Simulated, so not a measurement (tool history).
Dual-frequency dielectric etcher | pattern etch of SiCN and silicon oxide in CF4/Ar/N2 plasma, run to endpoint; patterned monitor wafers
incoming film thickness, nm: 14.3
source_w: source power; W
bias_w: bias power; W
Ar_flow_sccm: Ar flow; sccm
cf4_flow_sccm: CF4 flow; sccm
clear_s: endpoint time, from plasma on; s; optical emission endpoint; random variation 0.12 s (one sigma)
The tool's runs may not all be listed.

| run | hour | source_w | bias_w | Ar_flow_sccm | cf4_flow_sccm | clear_s |
|---|---|---|---|---|---|---|
| 1 | 0.0 | 340 | 62 | 76 | 69 | 21.615 |
| 2 | 4.6 | 360 | 63 | 76 | 69 | 20.133 |
| 3 | 7.0 | 360 | 56 | 76 | 69 | 20.782 |
| 4 | 13.3 | 380 | 56 | 76 | 69 | 19.612 |
| 5 | 20.7 | 390 | 56 | 76 | 69 | 19.119 |
| 6 | 22.9 | 340 | 56 | 76 | 69 | 22.496 |

The next listed run, before its measurement:
| 7 | 26.0 | 360 | 56 | 76 | 69 | ? |

{"run 7": {"clear_s": 20.903}}
